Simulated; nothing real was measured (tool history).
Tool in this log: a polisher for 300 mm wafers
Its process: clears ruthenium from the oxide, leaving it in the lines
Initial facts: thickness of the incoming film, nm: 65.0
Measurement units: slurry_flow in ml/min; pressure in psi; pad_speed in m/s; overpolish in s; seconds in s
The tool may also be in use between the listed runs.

{"run": 1, "hour": 0.0, "slurry_flow": 205, "pressure": 1.7, "pad_speed": 0.9, "overpolish": 30, "seconds": 54.585}
{"run": 2, "hour": 6.4, "slurry_flow": 205, "pressure": 1.8, "pad_speed": 0.9, "overpolish": 30, "seconds": 51.726}
{"run": 3, "hour": 8.0, "slurry_flow": 205, "pressure": 1.9, "pad_speed": 0.9, "overpolish": 30, "seconds": 48.617}
{"run": 4, "hour": 17.0, "slurry_flow": 205, "pressure": 1.9, "pad_speed": 0.76, "overpolish": 30, "seconds": 57.467}
{"run": 5, "hour": 22.8, "slurry_flow": 245, "pressure": 1.9, "pad_speed": 0.76, "overpolish": 30, "seconds": 56.677}
{"run": 6, "hour": 27.9, "slurry_flow": 245, "pressure": 2, "pad_speed": 0.76, "overpolish": 30, "seconds": 52.869}

Predict the results of run 7:
{"run": 7, "hour": 34.0, "slurry_flow": 245, "pressure": 2.1, "pad_speed": 0.76, "overpolish": 30, "seconds": "?"}

seconds: 50.425 s
